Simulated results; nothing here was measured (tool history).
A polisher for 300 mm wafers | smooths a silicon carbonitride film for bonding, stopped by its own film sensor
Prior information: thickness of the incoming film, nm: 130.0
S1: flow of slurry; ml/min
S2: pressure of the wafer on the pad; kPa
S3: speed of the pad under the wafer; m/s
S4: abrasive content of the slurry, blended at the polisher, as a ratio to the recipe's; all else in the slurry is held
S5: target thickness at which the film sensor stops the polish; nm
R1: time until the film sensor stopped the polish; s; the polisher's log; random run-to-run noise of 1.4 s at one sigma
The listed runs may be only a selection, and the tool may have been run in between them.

run  hour   S1    S2    S3   S4   S5      R1
  1   0.0  200  12.4  0.88  1.0  101  188.63
  2   8.1  200  12.4  0.70  1.0  101  215.52
  3  16.7  225  12.4  0.70  1.0  101  217.79
  4  22.7  225   9.7  0.70  1.0  101  272.32
  5  30.3  225  12.4  0.72  1.0  101  215.45
  6  36.6  225  14.5  0.74  1.0  101  179.02

What will run 7 give?
  7  41.9  225  15.9  0.74  1.0  101   ?

For run 7 the tool returned R1 163.43 s.
